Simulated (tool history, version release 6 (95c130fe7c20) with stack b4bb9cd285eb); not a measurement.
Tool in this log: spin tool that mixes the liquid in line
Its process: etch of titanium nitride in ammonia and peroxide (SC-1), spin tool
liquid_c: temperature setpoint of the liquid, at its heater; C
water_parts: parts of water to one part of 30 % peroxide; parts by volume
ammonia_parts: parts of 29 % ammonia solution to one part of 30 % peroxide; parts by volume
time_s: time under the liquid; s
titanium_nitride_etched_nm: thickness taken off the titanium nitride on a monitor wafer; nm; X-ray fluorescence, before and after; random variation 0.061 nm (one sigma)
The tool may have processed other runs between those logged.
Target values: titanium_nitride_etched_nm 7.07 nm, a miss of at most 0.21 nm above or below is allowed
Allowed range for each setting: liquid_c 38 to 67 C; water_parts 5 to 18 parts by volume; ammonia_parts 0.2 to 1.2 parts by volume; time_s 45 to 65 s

run 1 hour=0 | liquid_c=51 water_parts=10 ammonia_parts=0.7 time_s=65 | titanium_nitride_etched_nm=3.0819
run 2 hour=6.3 | liquid_c=51 water_parts=12.5 ammonia_parts=0.7 time_s=65 | titanium_nitride_etched_nm=2.7635
run 3 hour=14.1 | liquid_c=55 water_parts=12.5 ammonia_parts=0.7 time_s=65 | titanium_nitride_etched_nm=3.6353
run 4 hour=22.5 | liquid_c=55 water_parts=12.5 ammonia_parts=0.95 time_s=65 | titanium_nitride_etched_nm=3.8446
run 5 hour=28.1 | liquid_c=55 water_parts=12.5 ammonia_parts=0.95 time_s=65 | titanium_nitride_etched_nm=3.7536
run 6 hour=34.7 | liquid_c=55 water_parts=12.5 ammonia_parts=0.85 time_s=65 | titanium_nitride_etched_nm=3.7141
run 7 hour=39.7 | liquid_c=57.5 water_parts=12.5 ammonia_parts=0.85 time_s=65 | titanium_nitride_etched_nm=4.4714
run 8 hour=41.7 | liquid_c=59.5 water_parts=12.5 ammonia_parts=0.85 time_s=65 | titanium_nitride_etched_nm=5.0542
run 9 hour=42.9 | liquid_c=61 water_parts=12.5 ammonia_parts=0.85 time_s=65 | titanium_nitride_etched_nm=5.5639
run 10 hour=49.6 | liquid_c=62 water_parts=12.5 ammonia_parts=0.85 time_s=65 | titanium_nitride_etched_nm=5.9789
run 11 hour=57.6 | liquid_c=62.5 water_parts=12.5 ammonia_parts=0.85 time_s=65 | titanium_nitride_etched_nm=6.156
run 12 hour=65.4 | liquid_c=63 water_parts=12.5 ammonia_parts=0.85 time_s=65 | titanium_nitride_etched_nm=6.37
run 13 hour=74.5 | liquid_c=63.5 water_parts=12.5 ammonia_parts=0.85 time_s=65 | titanium_nitride_etched_nm=6.5857
run 14 hour=75.5 | liquid_c=64 water_parts=12.5 ammonia_parts=0.85 time_s=65 | titanium_nitride_etched_nm=6.7689

Exactly one of the 4 candidate moves below puts every result within its allowed miss. Which one?
run A hour=76.5 | liquid_c=65.5 water_parts=12 ammonia_parts=0.85 time_s=65 | titanium_nitride_etched_nm=?
run B hour=76.5 | liquid_c=67 water_parts=14 ammonia_parts=0.75 time_s=65 | titanium_nitride_etched_nm=?
run C hour=76.5 | liquid_c=63.5 water_parts=13.5 ammonia_parts=0.8 time_s=65 | titanium_nitride_etched_nm=?
run D hour=76.5 | liquid_c=62 water_parts=9.5 ammonia_parts=0.95 time_s=65 | titanium_nitride_etched_nm=?

move=A titanium_nitride_etched_nm=7.7097
move=B titanium_nitride_etched_nm=7.6528
move=C titanium_nitride_etched_nm=6.3153
move=D titanium_nitride_etched_nm=7.0606
A: the result that was furthest off in the last run now lies on the other side of its target
B: the result that was furthest off in the last run now lies on the other side of its target
C: lands further from the targets than the last run did
D: in spec on every target
The right move is D.

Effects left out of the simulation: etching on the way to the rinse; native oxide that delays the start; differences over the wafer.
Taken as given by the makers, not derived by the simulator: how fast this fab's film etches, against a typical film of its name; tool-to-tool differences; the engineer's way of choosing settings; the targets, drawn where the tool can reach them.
